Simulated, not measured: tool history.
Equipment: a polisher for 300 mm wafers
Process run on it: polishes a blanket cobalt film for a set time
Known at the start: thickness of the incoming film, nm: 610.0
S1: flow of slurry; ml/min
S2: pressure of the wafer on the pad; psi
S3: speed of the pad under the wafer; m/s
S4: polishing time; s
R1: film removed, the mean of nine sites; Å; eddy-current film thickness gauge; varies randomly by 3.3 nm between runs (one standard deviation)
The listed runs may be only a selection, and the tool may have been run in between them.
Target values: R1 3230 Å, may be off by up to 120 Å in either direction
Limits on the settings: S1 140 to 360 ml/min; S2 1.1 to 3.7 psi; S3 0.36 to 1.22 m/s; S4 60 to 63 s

run	hour	S1	S2	S3	S4	R1
1	0	230	2.4	0.78	60	2275.8
2	2.5	270	2.4	0.78	60	2295.1
3	7.1	270	2.6	0.78	60	2469.4
4	14.5	270	2.3	0.78	60	2210.8
5	21.7	230	2.3	0.78	60	2196.2
6	29.8	230	2.5	0.78	60	2406.1
7	30.3	235	3.1	0.8	60	2990.8
8	36.4	235	3.2	0.8	60	3079.7

4 candidate next runs follow, results not yet known. Just one meets every target within its allowed miss. Identify it.
A	42.5	235	3.3	0.72	60	?
B	42.5	245	3.3	0.74	60	?
C	42.5	270	2.9	0.86	63	?
D	42.5	265	2.9	0.86	60	?

move	R1
A	2916.9
B	3000.1
C	3192.4
D	3034.4
A: further off than the last run
B: further off than the last run
C: hits every target within its allowed miss
D: further off than the last run
The right move is C.
